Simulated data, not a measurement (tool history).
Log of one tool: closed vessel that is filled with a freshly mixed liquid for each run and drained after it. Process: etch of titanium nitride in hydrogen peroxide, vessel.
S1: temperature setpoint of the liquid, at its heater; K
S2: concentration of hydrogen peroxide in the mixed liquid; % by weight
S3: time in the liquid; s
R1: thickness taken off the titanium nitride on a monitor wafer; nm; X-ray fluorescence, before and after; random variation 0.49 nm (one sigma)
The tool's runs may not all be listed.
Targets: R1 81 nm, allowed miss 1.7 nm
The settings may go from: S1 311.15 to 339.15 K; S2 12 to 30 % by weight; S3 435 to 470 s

| run | hour | S1 | S2 | S3 | R1 |
|---|---|---|---|---|---|
| 1 | 0 | 327.15 | 21.5 | 435 | 36.515 |
| 2 | 6.9 | 328.15 | 21.5 | 435 | 38.726 |
| 3 | 10.6 | 321.15 | 21.5 | 435 | 23.657 |
| 4 | 12.8 | 323.15 | 21.5 | 435 | 27.047 |
| 5 | 17.4 | 328.15 | 21.5 | 435 | 38.93 |
| 6 | 23.8 | 328.15 | 19 | 435 | 37.531 |
| 7 | 29.2 | 328.15 | 19 | 435 | 37.648 |
| 8 | 36.7 | 329.15 | 19 | 435 | 39.948 |
| 9 | 40.4 | 337.15 | 21 | 440 | 71.47 |
| 10 | 42.2 | 338.15 | 21 | 440 | 77.193 |

5 next moves are on the table. One of them brings every result within its allowed miss. Which?
| A | 44 | 336.65 | 21 | 470 | ? |
| B | 44 | 337.65 | 16 | 450 | ? |
| C | 44 | 338.65 | 21 | 445 | ? |
| D | 44 | 338.65 | 16.5 | 435 | ? |
| E | 44 | 337.15 | 19 | 435 | ? |

| move | R1 |
|---|---|
| A | 73.935 |
| B | 71.387 |
| C | 79.906 |
| D | 74.195 |
| E | 69.24 |
A: further off than the last run
B: further off than the last run
C: meets every target
D: further off than the last run
E: further off than the last run
The right move is C.
